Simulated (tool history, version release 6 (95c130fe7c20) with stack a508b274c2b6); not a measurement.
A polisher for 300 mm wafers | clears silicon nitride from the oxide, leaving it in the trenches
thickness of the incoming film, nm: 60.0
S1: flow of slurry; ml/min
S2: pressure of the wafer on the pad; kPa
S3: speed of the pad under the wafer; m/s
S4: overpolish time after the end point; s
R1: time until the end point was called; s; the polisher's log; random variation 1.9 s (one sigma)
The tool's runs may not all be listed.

run,day,S1,S2,S3,S4,R1
1,0.000,245,13.8,1.02,37,87.588
2,0.208,245,13.8,1.18,37,77.321
3,0.475,245,17.2,1.18,37,60.373
4,0.633,245,15.9,1.16,37,67.846
5,0.767,245,15.9,1.04,37,73.188
6,0.875,280,15.9,1.04,37,74.701
7,1.125,280,15.2,1.04,37,78.358

The next listed run, before its measurement:
8,1.442,280,14.5,1.04,37,?

Run 8 gave R1 80.788 s.
